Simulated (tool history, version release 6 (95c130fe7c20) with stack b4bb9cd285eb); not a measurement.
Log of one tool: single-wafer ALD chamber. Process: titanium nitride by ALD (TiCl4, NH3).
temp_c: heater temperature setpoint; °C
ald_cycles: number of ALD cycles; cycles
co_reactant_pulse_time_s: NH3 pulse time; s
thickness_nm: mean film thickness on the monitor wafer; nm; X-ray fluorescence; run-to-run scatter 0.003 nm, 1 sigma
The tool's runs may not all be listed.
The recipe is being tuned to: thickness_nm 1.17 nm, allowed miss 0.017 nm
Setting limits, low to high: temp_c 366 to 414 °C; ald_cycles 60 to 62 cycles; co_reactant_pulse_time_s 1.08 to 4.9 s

| run | day | temp_c | ald_cycles | co_reactant_pulse_time_s | thickness_nm |
|---|---|---|---|---|---|
| 1 | 0 | 390 | 60 | 2.99 | 1.2456 |
| 2 | 0.283 | 390 | 60 | 3.7 | 1.2582 |
| 3 | 0.654 | 390 | 62 | 3.7 | 1.3016 |
| 4 | 0.883 | 383 | 61 | 2.89 | 1.2634 |
| 5 | 1.021 | 383 | 61 | 3.35 | 1.2746 |
| 6 | 1.058 | 374 | 61 | 3.35 | 1.2657 |
| 7 | 1.338 | 372 | 61 | 2.65 | 1.2484 |
| 8 | 1.538 | 370 | 61 | 2.17 | 1.2288 |
| 9 | 1.904 | 369 | 61 | 1.83 | 1.211 |
| 10 | 1.979 | 369 | 61 | 1.68 | 1.2048 |
| 11 | 2.146 | 366 | 60 | 1.09 | 1.1238 |

4 candidate next runs follow, results not yet known. Just one meets every target within its allowed miss. Identify it.
| A | 2.312 | 366 | 61 | 1.1 | ? |
| B | 2.312 | 366 | 60 | 1.11 | ? |
| C | 2.312 | 366 | 60 | 1.13 | ? |
| D | 2.312 | 366 | 61 | 1.39 | ? |

| move | thickness_nm |
|---|---|
| A | 1.1411 |
| B | 1.1237 |
| C | 1.1261 |
| D | 1.1715 |
A: closer than the last run, but not yet in spec
B: neither nearer nor further off than the last run
C: neither nearer nor further off than the last run
D: each result inside its tolerance
The move that meets every target is D.
